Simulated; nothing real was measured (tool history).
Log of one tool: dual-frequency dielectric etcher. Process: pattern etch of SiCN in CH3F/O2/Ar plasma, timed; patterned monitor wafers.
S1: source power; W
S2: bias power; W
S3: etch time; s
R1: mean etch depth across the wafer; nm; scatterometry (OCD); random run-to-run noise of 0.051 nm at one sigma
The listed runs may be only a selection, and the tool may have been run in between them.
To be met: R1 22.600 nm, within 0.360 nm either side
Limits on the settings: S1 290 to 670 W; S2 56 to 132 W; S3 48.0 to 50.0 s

{"run": 1, "day": 0.0, "S1": 480, "S2": 94, "S3": 48.0, "R1": 20.71}
{"run": 2, "day": 0.25, "S1": 480, "S2": 80, "S3": 48.0, "R1": 18.959}
{"run": 3, "day": 0.346, "S1": 480, "S2": 80, "S3": 48.0, "R1": 18.97}
{"run": 4, "day": 0.592, "S1": 480, "S2": 80, "S3": 48.0, "R1": 18.948}
{"run": 5, "day": 0.846, "S1": 480, "S2": 71, "S3": 48.0, "R1": 17.766}
{"run": 6, "day": 1.154, "S1": 530, "S2": 76, "S3": 48.0, "R1": 19.205}
{"run": 7, "day": 1.225, "S1": 570, "S2": 79, "S3": 48.0, "R1": 20.212}
{"run": 8, "day": 1.583, "S1": 600, "S2": 81, "S3": 48.0, "R1": 20.74}
{"run": 9, "day": 1.888, "S1": 600, "S2": 81, "S3": 48.0, "R1": 20.853}

5 candidate next runs follow, results not yet known. Just one meets every target within its allowed miss. Identify it.
{"run": "A", "day": 2.192, "S1": 630, "S2": 79, "S3": 49.5, "R1": "?"}
{"run": "B", "day": 2.192, "S1": 630, "S2": 79, "S3": 50.0, "R1": "?"}
{"run": "C", "day": 2.192, "S1": 570, "S2": 85, "S3": 49.5, "R1": "?"}
{"run": "D", "day": 2.192, "S1": 670, "S2": 88, "S3": 48.0, "R1": "?"}
{"run": "E", "day": 2.192, "S1": 470, "S2": 90, "S3": 49.0, "R1": "?"}

move=A R1=21.663
move=B R1=21.882
move=C R1=21.659
move=D R1=22.739
move=E R1=20.528
A: better than the last run, though not everything is in spec
B: better than the last run, though not everything is in spec
C: better than the last run, though not everything is in spec
D: every result lands within tolerance
E: lands further from the targets than the last run did
Correct choice: D, which meets every target
